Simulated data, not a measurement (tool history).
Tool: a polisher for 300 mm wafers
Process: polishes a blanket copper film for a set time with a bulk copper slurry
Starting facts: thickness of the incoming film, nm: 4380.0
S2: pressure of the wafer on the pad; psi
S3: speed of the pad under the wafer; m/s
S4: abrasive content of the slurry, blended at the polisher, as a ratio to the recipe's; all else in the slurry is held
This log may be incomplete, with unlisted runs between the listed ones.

Run 1, day 0.000: flow of slurry (ml/min) 295, S2 2.3 psi, S3 1.1 m/s, S4 1.0, polishing time (s) 93. Result: film removed (Å) 8087.2.
Run 2, day 0.121: flow of slurry (ml/min) 295, S2 2.3 psi, S3 1.1 m/s, S4 1.0, polishing time (s) 93. Result: film removed (Å) 8056.2.
Run 3, day 0.204: flow of slurry (ml/min) 295, S2 2.3 psi, S3 1.1 m/s, S4 1.0, polishing time (s) 98. Result: film removed (Å) 8499.7.
Run 4, day 0.304: flow of slurry (ml/min) 290, S2 2.2 psi, S3 1.1 m/s, S4 1.0, polishing time (s) 98. Result: film removed (Å) 8185.9.
Run 5, day 0.346: flow of slurry (ml/min) 285, S2 2.1 psi, S3 1.1 m/s, S4 1.0, polishing time (s) 98. Result: film removed (Å) 7766.4.
Run 6, day 0.583: flow of slurry (ml/min) 280, S2 2.0 psi, S3 1.1 m/s, S4 1.0, polishing time (s) 98. Result: film removed (Å) 7365.6.
Run 7, day 0.954: flow of slurry (ml/min) 270, S2 2.0 psi, S3 1.1 m/s, S4 1.0, polishing time (s) 98. Result: film removed (Å) 7259.9.
Run 8, day 1.329: flow of slurry (ml/min) 255, S2 2.0 psi, S3 1.1 m/s, S4 1.0, polishing time (s) 98. Result: film removed (Å) 7377.2.

Run 9 comes next. What will it give?
Run 9, day 1.646: flow of slurry (ml/min) 255, S2 1.9 psi, S3 1.1 m/s, S4 1.0, polishing time (s) 98. Result: film removed (Å) ?.

film removed (Å): 6997.1

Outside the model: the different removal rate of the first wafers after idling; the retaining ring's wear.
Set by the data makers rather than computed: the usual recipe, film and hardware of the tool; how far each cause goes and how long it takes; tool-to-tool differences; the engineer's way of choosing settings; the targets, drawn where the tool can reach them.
